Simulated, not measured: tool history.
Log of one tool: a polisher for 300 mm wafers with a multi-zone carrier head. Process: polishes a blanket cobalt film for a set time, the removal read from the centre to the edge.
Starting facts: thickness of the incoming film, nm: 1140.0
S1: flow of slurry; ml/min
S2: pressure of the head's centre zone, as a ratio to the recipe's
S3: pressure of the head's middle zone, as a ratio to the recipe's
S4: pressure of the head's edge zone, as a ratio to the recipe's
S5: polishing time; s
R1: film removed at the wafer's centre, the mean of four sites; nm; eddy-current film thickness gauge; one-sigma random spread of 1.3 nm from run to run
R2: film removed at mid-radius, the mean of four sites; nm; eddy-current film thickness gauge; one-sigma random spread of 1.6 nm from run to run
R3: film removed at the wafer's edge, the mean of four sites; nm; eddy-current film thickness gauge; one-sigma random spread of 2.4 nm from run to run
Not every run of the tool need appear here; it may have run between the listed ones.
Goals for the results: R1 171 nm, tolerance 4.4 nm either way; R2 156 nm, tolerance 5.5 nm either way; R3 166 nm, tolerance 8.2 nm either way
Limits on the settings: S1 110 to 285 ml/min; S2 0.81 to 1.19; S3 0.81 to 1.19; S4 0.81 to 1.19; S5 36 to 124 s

run  hour   S1    S2    S3    S4  S5      R1      R2      R3
  1     0  180     1     1     1  79  237.01   235.8  246.02
  2   3.6  175     1  0.97  0.96  73   221.2  213.41  219.34
  3   4.8  165  0.98  0.93  0.94  69  201.02  195.71  211.61
  4   5.8  165  0.95  0.93  0.94  69   195.6  193.83  206.37
  5   8.8  170  0.96  0.91  0.91  65  184.87  183.66  191.85
  6   9.3  190  0.96  0.91  0.91  65  190.03  182.46  196.19
  7  13.7  190  0.97   0.9  0.89  63  187.33  176.15  187.45
  8  15.6  185  0.97  0.89  0.87  62  181.32  171.03  177.32
  9  20.9  175  0.97  0.87  0.86  62  181.71   163.5  183.53
 10  23.9  175  0.97  0.87  0.86  62   180.6  165.78  181.85
 11  25.4  175  0.97  0.87  0.85  61  177.48   163.8  175.59
 12  33.6  170  0.97  0.87  0.84  61  178.12  159.41  177.65
 13  39.3  185  0.98  0.91  0.81  55  164.34  154.29  159.94
 14    42  185  0.98  0.91  0.81  55  165.46  151.52  158.56
 15    51  185  0.98  0.91  0.82  55  164.75  150.83  155.83
 16  57.3  190  0.98   0.9  0.84  55  162.72  152.23  161.67
 17  59.9  190  0.99   0.9  0.84  55  164.44   152.7  161.22

Next run, 4 choices. One meets every target within its allowed miss, the rest don't. Which?
  A  62.5  150  0.92  0.83  0.95  63   ?   ?   ?
  B  62.5  215  0.98  0.87  0.85  56   ?   ?   ?
  C  62.5  245   1.1  1.04  0.81  50   ?   ?   ?
  D  62.5  155     1  0.98  0.85  59   ?   ?   ?

move      R1      R2      R3
   A  169.32  157.75  186.67
   B  170.87  154.12  164.22
   C  174.72   162.3  144.97
   D  173.81  170.53   166.5
A: brings the result that was furthest off to its target, and leaves another outside
B: hits every target within its allowed miss
C: brings the result that was furthest off to its target, and leaves another outside
D: brings the result that was furthest off to its target, and leaves another outside
Answer: B

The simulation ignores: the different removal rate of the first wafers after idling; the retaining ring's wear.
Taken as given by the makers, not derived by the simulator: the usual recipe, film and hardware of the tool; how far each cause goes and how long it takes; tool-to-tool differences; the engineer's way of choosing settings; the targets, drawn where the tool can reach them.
